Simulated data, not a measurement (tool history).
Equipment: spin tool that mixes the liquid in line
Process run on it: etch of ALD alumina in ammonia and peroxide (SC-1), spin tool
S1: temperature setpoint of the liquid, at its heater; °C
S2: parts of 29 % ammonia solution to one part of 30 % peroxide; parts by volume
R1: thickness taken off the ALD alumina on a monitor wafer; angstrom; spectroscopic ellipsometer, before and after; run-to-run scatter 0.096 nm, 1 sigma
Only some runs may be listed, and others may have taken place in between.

run 1 day=0 | S1=49 S2=0.5 time_under_the_liquid_(s)=280 | R1=74.313
run 2 day=0.354 | S1=42.5 S2=0.5 time_under_the_liquid_(s)=280 | R1=51.446
run 3 day=0.625 | S1=38 S2=0.5 time_under_the_liquid_(s)=280 | R1=38.992
run 4 day=0.871 | S1=38 S2=0.5 time_under_the_liquid_(s)=280 | R1=39.181
run 5 day=1.154 | S1=38 S2=0.6 time_under_the_liquid_(s)=280 | R1=39.902
run 6 day=1.183 | S1=38 S2=0.55 time_under_the_liquid_(s)=280 | R1=39.275
run 7 day=1.508 | S1=41 S2=0.55 time_under_the_liquid_(s)=280 | R1=46.434
run 8 day=1.588 | S1=43.5 S2=0.55 time_under_the_liquid_(s)=280 | R1=55.315
run 9 day=1.679 | S1=45.5 S2=0.55 time_under_the_liquid_(s)=280 | R1=61.549
run 10 day=1.958 | S1=47.5 S2=0.55 time_under_the_liquid_(s)=280 | R1=69.591
run 11 day=2.271 | S1=49 S2=0.55 time_under_the_liquid_(s)=280 | R1=74.658
run 12 day=2.617 | S1=50.5 S2=0.55 time_under_the_liquid_(s)=280 | R1=80.984
run 13 day=2.879 | S1=58.5 S2=0.55 time_under_the_liquid_(s)=280 | R1=124.71

Run 14 comes next. What will it give?
run 14 day=3.096 | S1=59 S2=0.55 time_under_the_liquid_(s)=280 | R1=?

{"run 14": {"R1": 128.96}}
